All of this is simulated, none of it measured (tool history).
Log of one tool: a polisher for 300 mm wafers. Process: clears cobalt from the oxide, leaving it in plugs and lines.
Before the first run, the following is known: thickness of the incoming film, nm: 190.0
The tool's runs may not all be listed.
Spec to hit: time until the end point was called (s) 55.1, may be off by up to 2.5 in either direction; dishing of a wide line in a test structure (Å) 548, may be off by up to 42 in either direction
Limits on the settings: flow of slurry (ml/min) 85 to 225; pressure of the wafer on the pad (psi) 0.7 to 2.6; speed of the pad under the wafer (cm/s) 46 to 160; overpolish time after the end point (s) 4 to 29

| run | hour | flow of slurry (ml/min) | pressure of the wafer on the pad (psi) | speed of the pad under the wafer (cm/s) | overpolish time after the end point (s) | time until the end point was called (s) | dishing of a wide line in a test structure (Å) |
|---|---|---|---|---|---|---|---|
| 1 | 0 | 145 | 1.6 | 102 | 15 | 41.451 | 480.11 |
| 2 | 2.2 | 145 | 1.6 | 88 | 15 | 47.409 | 443.06 |
| 3 | 4.1 | 145 | 1.6 | 88 | 16 | 46.542 | 451.21 |
| 4 | 12.8 | 145 | 1.6 | 64 | 16 | 63.726 | 392.63 |
| 5 | 14 | 145 | 1.6 | 64 | 10 | 62.606 | 264.72 |
| 6 | 19.2 | 145 | 1.6 | 64 | 12 | 62.132 | 283.32 |
| 7 | 22.6 | 145 | 1.6 | 64 | 14 | 63.255 | 336.3 |
| 8 | 24.8 | 145 | 1.6 | 64 | 15 | 63.275 | 350.18 |
| 9 | 32.4 | 150 | 1.8 | 64 | 22 | 55.234 | 498.69 |

Next run, 4 choices. One meets every target within its allowed miss, the rest don't. Which?
| A | 40 | 165 | 1.8 | 62 | 19 | ? | ? |
| B | 40 | 135 | 1.9 | 62 | 19 | ? | ? |
| C | 40 | 165 | 2.4 | 48 | 19 | ? | ? |
| D | 40 | 155 | 1.8 | 64 | 26 | ? | ? |

| move | time until the end point was called (s) | dishing of a wide line in a test structure (Å) |
|---|---|---|
| A | 56.673 | 454.85 |
| B | 55.119 | 463.16 |
| C | 53.307 | 473.42 |
| D | 55.537 | 559.37 |
A: moves away from the targets compared with the last run
B: moves away from the targets compared with the last run
C: moves away from the targets compared with the last run
D: every result within its allowed miss
D meets every target.
